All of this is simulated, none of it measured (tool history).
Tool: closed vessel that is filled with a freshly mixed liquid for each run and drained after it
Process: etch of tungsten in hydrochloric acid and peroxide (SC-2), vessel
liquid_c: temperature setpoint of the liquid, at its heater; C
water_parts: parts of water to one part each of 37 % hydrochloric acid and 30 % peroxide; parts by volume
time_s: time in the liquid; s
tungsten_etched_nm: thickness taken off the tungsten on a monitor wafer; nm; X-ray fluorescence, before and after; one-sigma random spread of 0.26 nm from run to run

run,hour,liquid_c,water_parts,time_s,tungsten_etched_nm
1,0,54,9.5,510,95.199
2,8.6,53.5,9.5,510,91.893
3,17.2,53,9.5,510,89.302
4,18.4,52.5,9.5,510,86.216
5,24.2,51.5,9.5,510,80.465
6,27.3,56,9.5,510,107.9
7,36.5,55.5,9.5,510,104.64
8,39.2,55,9.5,510,101.17

What does the tool deliver on the next run?
9,45.5,54.5,9.5,510,?

{"run 9": {"tungsten_etched_nm": 98.076}}
